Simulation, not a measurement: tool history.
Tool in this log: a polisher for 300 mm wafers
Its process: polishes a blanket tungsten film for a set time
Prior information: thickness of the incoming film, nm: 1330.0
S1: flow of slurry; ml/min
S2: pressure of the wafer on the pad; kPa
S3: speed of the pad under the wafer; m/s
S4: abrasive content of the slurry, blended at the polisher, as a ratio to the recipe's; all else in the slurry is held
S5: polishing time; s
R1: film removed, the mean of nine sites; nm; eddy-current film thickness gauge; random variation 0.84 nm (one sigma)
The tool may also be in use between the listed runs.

Run 1, hour 0.0: S1 165 ml/min, S2 22.1 kPa, S3 1.16 m/s, S4 1.0, S5 45 s. Result: R1 239.890 nm.
Run 2, hour 4.9: S1 160 ml/min, S2 18.6 kPa, S3 0.98 m/s, S4 1.0, S5 45 s. Result: R1 173.370 nm.
Run 3, hour 11.4: S1 145 ml/min, S2 18.6 kPa, S3 0.98 m/s, S4 1.0, S5 45 s. Result: R1 171.900 nm.
Run 4, hour 14.5: S1 145 ml/min, S2 18.6 kPa, S3 0.98 m/s, S4 1.0, S5 40 s. Result: R1 152.960 nm.
Run 5, hour 16.7: S1 140 ml/min, S2 15.9 kPa, S3 0.90 m/s, S4 1.0, S5 40 s. Result: R1 117.280 nm.
Run 6, hour 19.7: S1 140 ml/min, S2 15.9 kPa, S3 0.90 m/s, S4 1.0, S5 45 s. Result: R1 133.930 nm.
Run 7, hour 22.8: S1 135 ml/min, S2 14.5 kPa, S3 0.84 m/s, S4 1.0, S5 45 s. Result: R1 113.000 nm.
Run 8, hour 29.6: S1 130 ml/min, S2 13.1 kPa, S3 0.82 m/s, S4 1.0, S5 45 s. Result: R1 101.480 nm.
Run 9, hour 31.6: S1 125 ml/min, S2 12.4 kPa, S3 0.80 m/s, S4 1.0, S5 45 s. Result: R1 91.711 nm.
Run 10, hour 37.8: S1 105 ml/min, S2 9.7 kPa, S3 0.78 m/s, S4 1.0, S5 45 s. Result: R1 67.180 nm.
Run 11, hour 39.4: S1 110 ml/min, S2 9.7 kPa, S3 0.78 m/s, S4 1.0, S5 45 s. Result: R1 68.279 nm.
Run 12, hour 47.7: S1 115 ml/min, S2 9.7 kPa, S3 0.78 m/s, S4 1.0, S5 45 s. Result: R1 69.746 nm.

Run 13 has not been measured yet. What should we expect?
Run 13, hour 55.9: S1 120 ml/min, S2 9.7 kPa, S3 0.78 m/s, S4 1.0, S5 45 s. Result: R1 ?.

R1: 70.012 nm
